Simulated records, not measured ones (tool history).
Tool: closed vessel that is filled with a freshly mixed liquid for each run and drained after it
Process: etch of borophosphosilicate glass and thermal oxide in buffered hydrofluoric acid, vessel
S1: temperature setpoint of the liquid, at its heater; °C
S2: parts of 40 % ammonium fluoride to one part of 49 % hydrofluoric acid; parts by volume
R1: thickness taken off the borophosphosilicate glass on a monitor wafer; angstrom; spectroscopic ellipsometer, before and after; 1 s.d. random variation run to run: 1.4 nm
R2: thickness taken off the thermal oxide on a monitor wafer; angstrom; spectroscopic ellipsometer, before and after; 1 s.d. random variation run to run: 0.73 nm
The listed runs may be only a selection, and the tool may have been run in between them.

Run 1, hour 0: S1 21 °C, S2 7 parts by volume, time in the liquid (s) 60. Result: R1 2122.6 angstrom, R2 902.61 angstrom.
Run 2, hour 8.5: S1 18.5 °C, S2 7 parts by volume, time in the liquid (s) 60. Result: R1 1849.3 angstrom, R2 790.65 angstrom.
Run 3, hour 12.9: S1 21 °C, S2 7 parts by volume, time in the liquid (s) 60. Result: R1 2147.8 angstrom, R2 900.16 angstrom.
Run 4, hour 21.9: S1 19.5 °C, S2 7 parts by volume, time in the liquid (s) 60. Result: R1 1965.4 angstrom, R2 827.91 angstrom.
Run 5, hour 25.1: S1 22 °C, S2 7 parts by volume, time in the liquid (s) 60. Result: R1 2267.8 angstrom, R2 956.72 angstrom.
Run 6, hour 31.6: S1 19.5 °C, S2 7 parts by volume, time in the liquid (s) 60. Result: R1 1962 angstrom, R2 821.23 angstrom.

For run 7, what comes out?
Run 7, hour 38.5: S1 22 °C, S2 7 parts by volume, time in the liquid (s) 60. Result: R1 ?, R2 ?.

{"run 7": {"R1": 2255.2, "R2": 952.84}}
